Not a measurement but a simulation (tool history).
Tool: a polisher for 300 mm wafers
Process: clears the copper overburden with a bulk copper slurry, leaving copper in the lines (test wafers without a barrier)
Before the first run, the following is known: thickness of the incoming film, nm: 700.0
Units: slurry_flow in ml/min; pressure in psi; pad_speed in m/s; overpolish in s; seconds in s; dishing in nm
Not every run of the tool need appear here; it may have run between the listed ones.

run,hour,slurry_flow,pressure,pad_speed,slurry_solids,overpolish,seconds,dishing
1,0.0,210,2.4,0.90,1.0,21,113.10,66.909
2,7.4,210,2.5,0.90,1.0,21,110.69,66.149
3,13.8,210,2.5,0.78,1.0,21,126.66,63.345
4,16.3,210,2.6,0.78,1.0,21,122.31,63.773
5,21.4,210,2.7,0.78,1.0,21,120.23,64.645
6,24.9,210,2.7,0.66,1.0,21,136.17,59.224
7,28.6,210,2.7,0.66,1.0,21,139.22,59.412

The next listed run, before its measurement:
8,29.4,210,2.8,0.68,1.0,21,?,?

Run 8 gave seconds 133.11 s, dishing 60.940 nm.
